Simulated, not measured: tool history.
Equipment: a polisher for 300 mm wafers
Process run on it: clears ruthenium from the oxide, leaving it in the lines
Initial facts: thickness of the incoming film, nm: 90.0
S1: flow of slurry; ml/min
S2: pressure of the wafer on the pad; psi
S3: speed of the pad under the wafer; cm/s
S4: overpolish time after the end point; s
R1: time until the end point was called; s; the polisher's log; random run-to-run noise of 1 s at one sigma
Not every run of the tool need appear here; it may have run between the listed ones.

run	day	S1	S2	S3	S4	R1
1	0.000	215	1.6	78	28	119.570
2	0.175	215	1.4	78	28	133.290
3	0.388	175	1.4	78	28	137.640
4	0.758	175	1.7	78	28	113.690
5	0.829	175	1.8	78	28	109.900
6	1.038	175	1.9	80	28	100.050
7	1.225	175	2.0	80	28	99.503
8	1.521	175	2.1	82	28	90.964

Run 9 comes next. What will it give?
9	1.679	175	2.2	84	28	?

{"run 9": {"R1": 82.813}}

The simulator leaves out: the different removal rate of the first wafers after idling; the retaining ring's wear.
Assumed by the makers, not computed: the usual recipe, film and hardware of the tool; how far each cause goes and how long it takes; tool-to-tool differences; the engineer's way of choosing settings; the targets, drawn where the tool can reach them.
